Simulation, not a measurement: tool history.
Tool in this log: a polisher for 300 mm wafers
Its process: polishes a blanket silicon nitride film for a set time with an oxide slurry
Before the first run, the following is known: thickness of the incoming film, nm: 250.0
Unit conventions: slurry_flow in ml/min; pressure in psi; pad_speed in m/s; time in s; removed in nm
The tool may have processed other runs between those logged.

Run 1, day 0: slurry_flow 270 ml/min, pressure 3 psi, pad_speed 0.9 m/s, slurry_solids 1, time 46 s. Result: removed 23.636 nm.
Run 2, day 0.075: slurry_flow 270 ml/min, pressure 3.2 psi, pad_speed 0.9 m/s, slurry_solids 1, time 46 s. Result: removed 24.649 nm.
Run 3, day 0.204: slurry_flow 270 ml/min, pressure 3.4 psi, pad_speed 0.92 m/s, slurry_solids 1, time 46 s. Result: removed 27.244 nm.
Run 4, day 0.533: slurry_flow 270 ml/min, pressure 3.6 psi, pad_speed 0.92 m/s, slurry_solids 1, time 46 s. Result: removed 28.809 nm.
Run 5, day 0.883: slurry_flow 270 ml/min, pressure 3.1 psi, pad_speed 0.92 m/s, slurry_solids 1, time 46 s. Result: removed 24.769 nm.
Run 6, day 1.192: slurry_flow 270 ml/min, pressure 3.3 psi, pad_speed 0.92 m/s, slurry_solids 1, time 46 s. Result: removed 26.303 nm.
Run 7, day 1.508: slurry_flow 270 ml/min, pressure 3.3 psi, pad_speed 0.92 m/s, slurry_solids 1, time 46 s. Result: removed 26.129 nm.
Run 8, day 1.688: slurry_flow 270 ml/min, pressure 3.5 psi, pad_speed 0.92 m/s, slurry_solids 1, time 46 s. Result: removed 27.733 nm.

Predict the results of run 9:
Run 9, day 2.029: slurry_flow 270 ml/min, pressure 3.7 psi, pad_speed 0.94 m/s, slurry_solids 1, time 46 s. Result: removed ?.

removed: 29.901 nm

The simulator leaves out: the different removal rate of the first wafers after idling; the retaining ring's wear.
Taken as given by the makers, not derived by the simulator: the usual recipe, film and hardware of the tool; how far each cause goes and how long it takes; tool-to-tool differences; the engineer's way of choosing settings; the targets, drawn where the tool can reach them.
